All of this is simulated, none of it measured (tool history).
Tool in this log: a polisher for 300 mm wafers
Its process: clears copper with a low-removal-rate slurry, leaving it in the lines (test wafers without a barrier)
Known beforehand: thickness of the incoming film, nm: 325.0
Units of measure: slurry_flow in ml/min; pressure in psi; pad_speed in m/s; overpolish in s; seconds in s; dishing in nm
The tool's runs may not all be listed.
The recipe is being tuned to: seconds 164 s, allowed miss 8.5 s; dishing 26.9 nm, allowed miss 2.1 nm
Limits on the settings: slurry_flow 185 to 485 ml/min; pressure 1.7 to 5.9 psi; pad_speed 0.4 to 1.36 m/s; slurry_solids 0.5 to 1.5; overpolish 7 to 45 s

run	hour	slurry_flow	pressure	pad_speed	slurry_solids	overpolish	seconds	dishing
1	0	310	3.8	0.88	1	23	82.068	55.53
2	2.8	310	3.8	0.88	1.15	23	82.782	57.337
3	6.1	310	3.5	0.86	1.15	22	88.09	51.268
4	7.5	310	3.2	0.82	1.15	22	100.96	44.336
5	13.5	310	3.2	0.82	1.25	22	98.926	46.583
6	18.3	275	3.2	0.82	1.25	22	99.066	45.276
7	25.1	275	3	0.8	1.25	22	108.51	40.768
8	30.4	275	3	0.8	1.25	22	107.48	42.94
9	39.2	275	2.8	0.78	1.25	22	119.52	40.121
10	41.3	275	2.7	0.78	1.25	21	118.6	38.668
11	43.4	270	1.7	0.66	1.25	19	194.62	21.322
12	45	270	1.8	0.66	1.25	19	192.73	22.295
13	52.6	270	1.9	0.66	1.25	19	180.31	23.458

Exactly one of the 5 candidate moves below puts every result within its allowed miss. Which one?
A	60.2	205	2.5	0.62	1.35	20	?	?
B	60.2	425	2.5	0.66	0.95	15	?	?
C	60.2	300	1.8	0.66	1.05	19	?	?
D	60.2	315	2.5	0.56	1	19	?	?
E	60.2	280	1.7	0.66	1.35	21	?	?

move	seconds	dishing
A	162.78	26.849
B	152.83	21.831
C	195.9	21.422
D	181.27	23.202
E	194.66	23.584
A: all results in spec
B: moves the result that the last run missed by most past its target, out the other side
C: lands further from the targets than the last run did
D: lands further from the targets than the last run did
E: lands further from the targets than the last run did
So the answer is move A, the one that meets all the targets.
